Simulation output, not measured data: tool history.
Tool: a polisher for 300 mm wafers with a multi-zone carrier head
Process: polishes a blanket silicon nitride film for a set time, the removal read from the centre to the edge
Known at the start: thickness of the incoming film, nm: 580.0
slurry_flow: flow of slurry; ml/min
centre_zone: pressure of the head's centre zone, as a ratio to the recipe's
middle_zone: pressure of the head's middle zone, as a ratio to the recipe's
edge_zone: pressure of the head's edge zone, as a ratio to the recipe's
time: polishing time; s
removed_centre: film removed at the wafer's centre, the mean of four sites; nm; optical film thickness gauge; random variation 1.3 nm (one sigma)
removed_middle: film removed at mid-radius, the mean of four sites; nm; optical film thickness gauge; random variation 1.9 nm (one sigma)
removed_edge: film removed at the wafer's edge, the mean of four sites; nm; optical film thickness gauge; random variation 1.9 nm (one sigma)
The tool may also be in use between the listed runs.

| run | hour | slurry_flow | centre_zone | middle_zone | edge_zone | time | removed_centre | removed_middle | removed_edge |
|---|---|---|---|---|---|---|---|---|---|
| 1 | 0.0 | 275 | 1.00 | 1.00 | 1.00 | 61 | 130.05 | 130.14 | 129.58 |
| 2 | 3.2 | 325 | 1.00 | 1.00 | 1.00 | 61 | 133.39 | 131.58 | 129.82 |
| 3 | 6.1 | 315 | 1.01 | 1.02 | 1.03 | 63 | 138.11 | 143.49 | 138.88 |
| 4 | 6.7 | 315 | 0.96 | 1.02 | 1.03 | 63 | 130.09 | 141.18 | 136.33 |
| 5 | 14.9 | 315 | 0.96 | 0.95 | 1.03 | 63 | 129.54 | 132.93 | 137.98 |
| 6 | 19.7 | 315 | 0.96 | 0.98 | 1.03 | 63 | 132.13 | 136.87 | 134.73 |
| 7 | 20.6 | 315 | 0.96 | 0.98 | 1.03 | 63 | 132.09 | 134.72 | 136.48 |

Run 8 comes next. What will it give?
| 8 | 26.3 | 320 | 1.00 | 1.00 | 1.06 | 64 | ? | ? | ? |

Run 8 gave removed_centre 141.37 nm, removed_middle 140.59 nm, removed_edge 140.98 nm.

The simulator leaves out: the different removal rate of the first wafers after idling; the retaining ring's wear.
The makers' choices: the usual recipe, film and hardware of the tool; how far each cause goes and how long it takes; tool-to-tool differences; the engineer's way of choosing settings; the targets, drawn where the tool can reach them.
